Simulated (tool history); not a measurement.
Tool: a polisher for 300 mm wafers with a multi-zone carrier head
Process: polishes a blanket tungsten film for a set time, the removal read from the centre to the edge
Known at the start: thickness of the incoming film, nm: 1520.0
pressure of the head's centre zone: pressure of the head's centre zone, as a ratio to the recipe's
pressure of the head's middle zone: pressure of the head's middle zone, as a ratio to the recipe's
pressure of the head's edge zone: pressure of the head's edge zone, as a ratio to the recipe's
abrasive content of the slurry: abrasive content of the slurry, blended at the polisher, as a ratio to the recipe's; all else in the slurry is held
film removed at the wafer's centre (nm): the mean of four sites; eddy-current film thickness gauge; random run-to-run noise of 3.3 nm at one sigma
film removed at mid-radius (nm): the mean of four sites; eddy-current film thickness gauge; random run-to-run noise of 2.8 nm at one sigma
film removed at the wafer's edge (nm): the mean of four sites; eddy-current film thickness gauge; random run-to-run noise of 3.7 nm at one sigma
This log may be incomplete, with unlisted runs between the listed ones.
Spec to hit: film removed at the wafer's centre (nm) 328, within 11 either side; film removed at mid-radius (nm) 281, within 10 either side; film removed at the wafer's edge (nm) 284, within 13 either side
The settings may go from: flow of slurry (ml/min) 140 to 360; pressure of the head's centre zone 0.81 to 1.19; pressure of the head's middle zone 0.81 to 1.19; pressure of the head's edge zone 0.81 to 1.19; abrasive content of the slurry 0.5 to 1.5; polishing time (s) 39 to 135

run  hour  flow of slurry (ml/min)  pressure of the head's centre zone  pressure of the head's middle zone  pressure of the head's edge zone  abrasive content of the slurry  polishing time (s)  film removed at the wafer's centre (nm)  film removed at mid-radius (nm)  film removed at the wafer's edge (nm)
  1     0                      230                                   1                                   1                                 1                               1                  87                                   339.17                           335.49                                 313.71
  2   5.6                      230                                   1                                   1                              1.08                               1                  87                                   335.52                           327.69                                 328.07
  3  13.8                      285                                   1                                   1                              1.08                               1                  87                                   338.99                           340.46                                 338.36
  4  16.9                      285                                   1                                1.07                              1.08                               1                  87                                   336.62                           357.82                                 340.47
  5  17.6                      255                                   1                                1.07                              1.08                               1                  87                                   341.91                           353.18                                 326.75
  6  23.7                      235                                1.01                                1.03                              1.07                            0.95                  87                                   332.16                           331.06                                  328.8
  7  30.9                      225                                1.03                                   1                              1.03                            0.95                  86                                   336.25                           328.75                                 314.41
  8  37.8                      210                                1.04                                0.96                              1.01                            0.95                  85                                   332.06                           306.86                                 313.59
       41  -- worn pad replaced by a new one
  9    41                      200                                1.06                                0.95                              0.98                             0.9                  84                                   352.32                           321.03                                 319.28
 10  44.9                      195                                1.06                                0.93                              0.96                            0.95                  82                                   341.28                           308.63                                 311.46
 11    48                      195                                1.07                                0.92                              0.94                            0.85                  80                                   334.36                           294.66                                 295.47

Consider the 5 candidate settings below. Which is the only one whose results all fall within their allowed miss of target?
  A  51.1                      180                                1.11                                0.86                              0.96                             0.9                  81                                        ?                                ?                                      ?
  B  51.1                      205                                1.09                                1.01                              0.87                            0.75                  77                                        ?                                ?                                      ?
  C  51.1                      230                                1.07                                   1                              0.92                            0.95                  76                                        ?                                ?                                      ?
  D  51.1                      190                                 1.1                                0.93                              0.93                             0.8                  78                                        ?                                ?                                      ?
  E  51.1                      180                                1.04                                0.99                              0.92                             0.9                  81                                        ?                                ?                                      ?

move  film removed at the wafer's centre (nm)  film removed at mid-radius (nm)  film removed at the wafer's edge (nm)
   A                                    350.5                           282.18                                 304.83
   B                                   324.99                           296.53                                  275.8
   C                                   334.74                           308.42                                 292.77
   D                                   331.17                           283.26                                  286.2
   E                                   328.49                           310.81                                 300.17
A: the furthest-off result lands on target, but another misses its tolerance
B: further off than the last run
C: further off than the last run
D: each result inside its tolerance
E: further off than the last run
Go with D: it meets all targets.
